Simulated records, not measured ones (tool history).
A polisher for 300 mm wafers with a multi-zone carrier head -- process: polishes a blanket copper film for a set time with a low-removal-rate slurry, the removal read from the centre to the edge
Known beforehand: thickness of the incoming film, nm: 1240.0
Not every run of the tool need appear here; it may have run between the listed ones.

run	day	flow of slurry (ml/min)	pressure of the head's centre zone	pressure of the head's middle zone	pressure of the head's edge zone	abrasive content of the slurry	polishing time (s)	film removed at the wafer's centre (Å)	film removed at mid-radius (Å)	film removed at the wafer's edge (Å)
1	0.000	130	1.00	1.00	1.00	1.00	66	2488.2	2548.2	2555.6
2	0.233	130	1.00	1.00	1.04	1.00	66	2463.6	2546.2	2570.7
3	0.529	125	1.00	0.99	1.03	1.00	66	2480.5	2504.0	2541.4
4	0.562	120	0.99	0.98	1.03	1.00	66	2385.6	2468.8	2512.9
5	0.612	100	0.99	0.98	1.03	1.00	66	2265.4	2350.7	2466.3
6	0.904	100	0.99	0.98	1.03	1.00	75	2607.0	2670.2	2811.8
7	1.104	100	0.99	0.96	1.01	0.95	75	2588.1	2576.2	2705.9
8	1.225	95	0.98	0.94	1.00	0.90	75	2445.9	2488.5	2610.9
9	1.250	95	0.98	0.92	0.99	0.90	75	2430.2	2417.4	2669.6
10	1.542	95	0.98	0.92	0.98	0.85	75	2394.3	2348.7	2586.4
11	1.575	95	0.98	0.92	0.96	0.85	75	2450.3	2424.0	2598.4

What does the tool deliver on the next run?
12	1.688	95	0.98	0.91	0.95	0.80	75	?	?	?

{"run 12": {"film removed at the wafer's centre (Å)": 2400.9, "film removed at mid-radius (Å)": 2367.7, "film removed at the wafer's edge (Å)": 2508.6}}
